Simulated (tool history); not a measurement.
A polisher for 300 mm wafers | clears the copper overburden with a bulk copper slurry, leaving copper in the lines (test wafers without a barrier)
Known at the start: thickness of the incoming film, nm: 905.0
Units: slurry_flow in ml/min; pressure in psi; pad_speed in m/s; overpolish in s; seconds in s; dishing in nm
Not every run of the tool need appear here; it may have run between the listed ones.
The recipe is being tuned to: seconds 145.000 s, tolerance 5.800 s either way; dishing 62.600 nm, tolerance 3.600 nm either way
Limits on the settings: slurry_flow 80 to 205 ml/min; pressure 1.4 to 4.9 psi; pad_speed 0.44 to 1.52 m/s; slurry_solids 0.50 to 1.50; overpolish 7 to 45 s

{"run": 1, "hour": 0.0, "slurry_flow": 135, "pressure": 3.1, "pad_speed": 0.98, "slurry_solids": 1.0, "overpolish": 23, "seconds": 96.954, "dishing": 89.439}
{"run": 2, "hour": 7.4, "slurry_flow": 135, "pressure": 3.1, "pad_speed": 0.98, "slurry_solids": 0.8, "overpolish": 23, "seconds": 105.74, "dishing": 87.315}
{"run": 3, "hour": 11.0, "slurry_flow": 135, "pressure": 2.8, "pad_speed": 0.98, "slurry_solids": 0.8, "overpolish": 21, "seconds": 116.04, "dishing": 76.039}
{"run": 4, "hour": 13.9, "slurry_flow": 160, "pressure": 2.8, "pad_speed": 0.98, "slurry_solids": 0.8, "overpolish": 21, "seconds": 112.91, "dishing": 77.09}
{"run": 5, "hour": 21.0, "slurry_flow": 160, "pressure": 2.8, "pad_speed": 0.98, "slurry_solids": 0.8, "overpolish": 29, "seconds": 114.16, "dishing": 89.582}
{"run": 6, "hour": 23.6, "slurry_flow": 160, "pressure": 2.6, "pad_speed": 0.98, "slurry_solids": 0.8, "overpolish": 27, "seconds": 122.14, "dishing": 82.061}
{"run": 7, "hour": 28.3, "slurry_flow": 160, "pressure": 2.5, "pad_speed": 0.98, "slurry_solids": 0.8, "overpolish": 25, "seconds": 124.08, "dishing": 77.316}
{"run": 8, "hour": 32.1, "slurry_flow": 160, "pressure": 2.4, "pad_speed": 0.98, "slurry_solids": 0.8, "overpolish": 24, "seconds": 130.03, "dishing": 73.828}
{"run": 9, "hour": 35.6, "slurry_flow": 160, "pressure": 2.3, "pad_speed": 0.98, "slurry_solids": 0.8, "overpolish": 23, "seconds": 132.21, "dishing": 72.265}
{"run": 10, "hour": 42.7, "slurry_flow": 145, "pressure": 2.0, "pad_speed": 0.98, "slurry_solids": 0.8, "overpolish": 17, "seconds": 158.24, "dishing": 53.817}
{"run": 11, "hour": 49.8, "slurry_flow": 150, "pressure": 2.0, "pad_speed": 0.98, "slurry_solids": 0.8, "overpolish": 18, "seconds": 156.64, "dishing": 56.064}
{"run": 12, "hour": 52.9, "slurry_flow": 155, "pressure": 2.0, "pad_speed": 0.98, "slurry_solids": 0.8, "overpolish": 19, "seconds": 154.35, "dishing": 57.61}
{"run": 13, "hour": 55.8, "slurry_flow": 160, "pressure": 2.0, "pad_speed": 0.98, "slurry_solids": 0.8, "overpolish": 19, "seconds": 157.81, "dishing": 56.28}

Consider the 5 candidate settings below. Which is the only one whose results all fall within their allowed miss of target?
{"run": "A", "hour": 58.7, "slurry_flow": 165, "pressure": 2.1, "pad_speed": 0.9, "slurry_solids": 0.8, "overpolish": 31, "seconds": "?", "dishing": "?"}
{"run": "B", "hour": 58.7, "slurry_flow": 185, "pressure": 2.3, "pad_speed": 0.92, "slurry_solids": 0.75, "overpolish": 20, "seconds": "?", "dishing": "?"}
{"run": "C", "hour": 58.7, "slurry_flow": 145, "pressure": 1.5, "pad_speed": 1.24, "slurry_solids": 0.9, "overpolish": 27, "seconds": "?", "dishing": "?"}
{"run": "D", "hour": 58.7, "slurry_flow": 155, "pressure": 2.2, "pad_speed": 0.76, "slurry_solids": 0.95, "overpolish": 23, "seconds": "?", "dishing": "?"}
{"run": "E", "hour": 58.7, "slurry_flow": 120, "pressure": 2.5, "pad_speed": 0.88, "slurry_solids": 0.65, "overpolish": 16, "seconds": "?", "dishing": "?"}

move=A seconds=155.790 dishing=73.966
move=B seconds=140.710 dishing=63.455
move=C seconds=158.070 dishing=63.607
move=D seconds=165.250 dishing=62.195
move=E seconds=151.860 dishing=53.175
A: further off than the last run
B: all results land within tolerance of their targets
C: roughly where the last run was
D: further off than the last run
E: further off than the last run
Go with B: it meets all targets.

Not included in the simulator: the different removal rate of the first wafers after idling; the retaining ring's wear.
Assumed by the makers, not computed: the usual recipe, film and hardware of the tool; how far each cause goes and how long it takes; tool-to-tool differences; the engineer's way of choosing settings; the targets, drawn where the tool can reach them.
